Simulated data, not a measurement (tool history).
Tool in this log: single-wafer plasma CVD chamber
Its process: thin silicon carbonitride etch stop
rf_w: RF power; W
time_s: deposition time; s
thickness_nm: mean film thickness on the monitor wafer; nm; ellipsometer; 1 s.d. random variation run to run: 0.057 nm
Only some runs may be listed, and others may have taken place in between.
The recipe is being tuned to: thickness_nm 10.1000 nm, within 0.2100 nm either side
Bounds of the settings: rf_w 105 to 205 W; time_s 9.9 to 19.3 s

run  hour  rf_w  time_s  thickness_nm
  1   0.0   155    14.6        7.9006
  2   2.8   140    14.6        7.5772
  3  10.7   140    13.3        6.9040
  4  15.3   150    13.3        7.1301
  5  16.9   160    14.1        7.6653
  6  20.1   170    14.1        7.8104
  7  21.9   175    14.8        8.3133
  8  26.1   175    14.8        8.2332

Which single option among these 4 for the next run brings every result within its allowed miss of target? Just one does.
  A  30.3   180    18.9             ?
  B  30.3   180    17.9             ?
  C  30.3   180    18.8             ?
  D  30.3   205    18.0             ?

move  thickness_nm
   A       10.7550
   B       10.1860
   C       10.6980
   D       10.6510
A: takes the biggest miss from the last run beyond its target
B: meets every target
C: takes the biggest miss from the last run beyond its target
D: takes the biggest miss from the last run beyond its target
Answer: B
